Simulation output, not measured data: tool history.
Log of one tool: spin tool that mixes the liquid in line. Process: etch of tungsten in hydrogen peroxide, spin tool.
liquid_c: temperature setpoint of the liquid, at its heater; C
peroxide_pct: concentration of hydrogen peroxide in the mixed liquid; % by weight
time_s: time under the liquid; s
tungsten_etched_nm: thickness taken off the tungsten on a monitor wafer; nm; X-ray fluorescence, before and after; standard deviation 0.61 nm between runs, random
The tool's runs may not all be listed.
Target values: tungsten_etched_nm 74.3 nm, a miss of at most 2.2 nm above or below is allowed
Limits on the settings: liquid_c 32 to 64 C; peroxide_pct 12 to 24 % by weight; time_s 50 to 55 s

Run 1, hour 0: liquid_c 48 C, peroxide_pct 16 % by weight, time_s 50 s. Result: tungsten_etched_nm 104.66 nm.
Run 2, hour 7.1: liquid_c 47 C, peroxide_pct 16 % by weight, time_s 50 s. Result: tungsten_etched_nm 97.024 nm.
Run 3, hour 11: liquid_c 47 C, peroxide_pct 16 % by weight, time_s 50 s. Result: tungsten_etched_nm 96.524 nm.
Run 4, hour 19.3: liquid_c 47 C, peroxide_pct 16 % by weight, time_s 50 s. Result: tungsten_etched_nm 97.686 nm.
Run 5, hour 23.5: liquid_c 46.5 C, peroxide_pct 16 % by weight, time_s 50 s. Result: tungsten_etched_nm 95.427 nm.
Run 6, hour 31.3: liquid_c 46 C, peroxide_pct 16 % by weight, time_s 50 s. Result: tungsten_etched_nm 93.127 nm.
Run 7, hour 36.1: liquid_c 45.5 C, peroxide_pct 16 % by weight, time_s 50 s. Result: tungsten_etched_nm 87.704 nm.
Run 8, hour 39.7: liquid_c 45 C, peroxide_pct 16 % by weight, time_s 50 s. Result: tungsten_etched_nm 86.072 nm.
Run 9, hour 45.5: liquid_c 44.5 C, peroxide_pct 16 % by weight, time_s 50 s. Result: tungsten_etched_nm 84.155 nm.
Run 10, hour 47.7: liquid_c 44 C, peroxide_pct 16 % by weight, time_s 50 s. Result: tungsten_etched_nm 80.797 nm.

Below are 4 possible settings for the next run. Only one of them brings all results inside the allowed miss of their targets. Which is it?
Run A, hour 49.9: liquid_c 40.5 C, peroxide_pct 18.5 % by weight, time_s 50 s. Result: tungsten_etched_nm ?.
Run B, hour 49.9: liquid_c 42.5 C, peroxide_pct 19.5 % by weight, time_s 50 s. Result: tungsten_etched_nm ?.
Run C, hour 49.9: liquid_c 43 C, peroxide_pct 15.5 % by weight, time_s 50 s. Result: tungsten_etched_nm ?.
Run D, hour 49.9: liquid_c 43.5 C, peroxide_pct 12 % by weight, time_s 50 s. Result: tungsten_etched_nm ?.

move  tungsten_etched_nm
   A              68.977
   B              80.562
   C              74.159
   D              67.365
A: moves the result that the last run missed by most past its target, out the other side
B: no better and no worse than the last run
C: all results land within tolerance of their targets
D: moves the result that the last run missed by most past its target, out the other side
C is the move that brings every result within its allowed miss.
